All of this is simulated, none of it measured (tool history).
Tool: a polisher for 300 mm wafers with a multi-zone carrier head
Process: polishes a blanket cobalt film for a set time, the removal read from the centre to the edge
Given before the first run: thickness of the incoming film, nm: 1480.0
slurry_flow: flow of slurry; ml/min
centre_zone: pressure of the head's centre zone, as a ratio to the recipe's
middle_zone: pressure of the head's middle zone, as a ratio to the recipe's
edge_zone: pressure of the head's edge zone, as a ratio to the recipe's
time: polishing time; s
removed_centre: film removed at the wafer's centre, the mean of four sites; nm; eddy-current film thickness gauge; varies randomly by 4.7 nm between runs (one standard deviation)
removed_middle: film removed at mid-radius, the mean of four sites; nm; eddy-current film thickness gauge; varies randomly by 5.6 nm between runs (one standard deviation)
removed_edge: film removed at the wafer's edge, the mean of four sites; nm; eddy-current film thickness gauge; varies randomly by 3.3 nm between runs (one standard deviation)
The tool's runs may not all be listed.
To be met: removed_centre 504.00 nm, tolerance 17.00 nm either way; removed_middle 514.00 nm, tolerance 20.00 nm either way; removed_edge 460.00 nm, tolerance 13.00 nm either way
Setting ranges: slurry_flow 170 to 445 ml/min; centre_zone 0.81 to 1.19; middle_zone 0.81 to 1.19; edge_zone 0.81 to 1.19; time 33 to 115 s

Run 1, hour 0.0: slurry_flow 285 ml/min, centre_zone 1.00, middle_zone 1.00, edge_zone 1.00, time 73 s. Result: removed_centre 412.66 nm, removed_middle 391.49 nm, removed_edge 391.63 nm.
Run 2, hour 4.0: slurry_flow 285 ml/min, centre_zone 1.08, middle_zone 1.00, edge_zone 1.00, time 73 s. Result: removed_centre 445.92 nm, removed_middle 405.93 nm, removed_edge 392.64 nm.
Run 3, hour 11.4: slurry_flow 285 ml/min, centre_zone 1.08, middle_zone 1.06, edge_zone 1.00, time 73 s. Result: removed_centre 445.34 nm, removed_middle 413.99 nm, removed_edge 390.43 nm.
Run 4, hour 18.1: slurry_flow 285 ml/min, centre_zone 1.08, middle_zone 1.10, edge_zone 1.00, time 73 s. Result: removed_centre 443.31 nm, removed_middle 418.18 nm, removed_edge 396.30 nm.
Run 5, hour 24.6: slurry_flow 285 ml/min, centre_zone 1.08, middle_zone 1.05, edge_zone 1.00, time 73 s. Result: removed_centre 446.16 nm, removed_middle 411.37 nm, removed_edge 391.92 nm.
Run 6, hour 29.7: slurry_flow 285 ml/min, centre_zone 1.08, middle_zone 1.05, edge_zone 1.00, time 62 s. Result: removed_centre 377.74 nm, removed_middle 351.71 nm, removed_edge 331.43 nm.
Run 7, hour 30.4: slurry_flow 305 ml/min, centre_zone 1.07, middle_zone 1.09, edge_zone 0.99, time 68 s. Result: removed_centre 409.12 nm, removed_middle 388.65 nm, removed_edge 364.59 nm.
Run 8, hour 37.2: slurry_flow 295 ml/min, centre_zone 1.06, middle_zone 1.12, edge_zone 0.97, time 73 s. Result: removed_centre 434.92 nm, removed_middle 426.47 nm, removed_edge 385.48 nm.

Consider the 5 candidate settings below. Which is the only one whose results all fall within their allowed miss of target?
Run A, hour 44.0: slurry_flow 275 ml/min, centre_zone 1.02, middle_zone 1.19, edge_zone 0.89, time 91 s. Result: removed_centre ?, removed_middle ?, removed_edge ?.
Run B, hour 44.0: slurry_flow 295 ml/min, centre_zone 0.89, middle_zone 0.89, edge_zone 1.19, time 73 s. Result: removed_centre ?, removed_middle ?, removed_edge ?.
Run C, hour 44.0: slurry_flow 315 ml/min, centre_zone 1.02, middle_zone 1.14, edge_zone 1.04, time 81 s. Result: removed_centre ?, removed_middle ?, removed_edge ?.
Run D, hour 44.0: slurry_flow 355 ml/min, centre_zone 1.03, middle_zone 1.15, edge_zone 0.97, time 85 s. Result: removed_centre ?, removed_middle ?, removed_edge ?.
Run E, hour 44.0: slurry_flow 255 ml/min, centre_zone 1.19, middle_zone 1.19, edge_zone 0.81, time 59 s. Result: removed_centre ?, removed_middle ?, removed_edge ?.

move  removed_centre  removed_middle  removed_edge
   A          526.77          541.77        457.18
   B          370.27          375.54        425.62
   C          474.09          475.62        441.70
   D          507.09          505.75        451.00
   E          395.99          348.89        282.93
A: puts the biggest miss on target and leaves a different result outside tolerance
B: its largest miss is bigger than the last run's
C: closer than the last run, but not yet in spec
D: meets every target
E: its largest miss is bigger than the last run's
Move D is the one to make.

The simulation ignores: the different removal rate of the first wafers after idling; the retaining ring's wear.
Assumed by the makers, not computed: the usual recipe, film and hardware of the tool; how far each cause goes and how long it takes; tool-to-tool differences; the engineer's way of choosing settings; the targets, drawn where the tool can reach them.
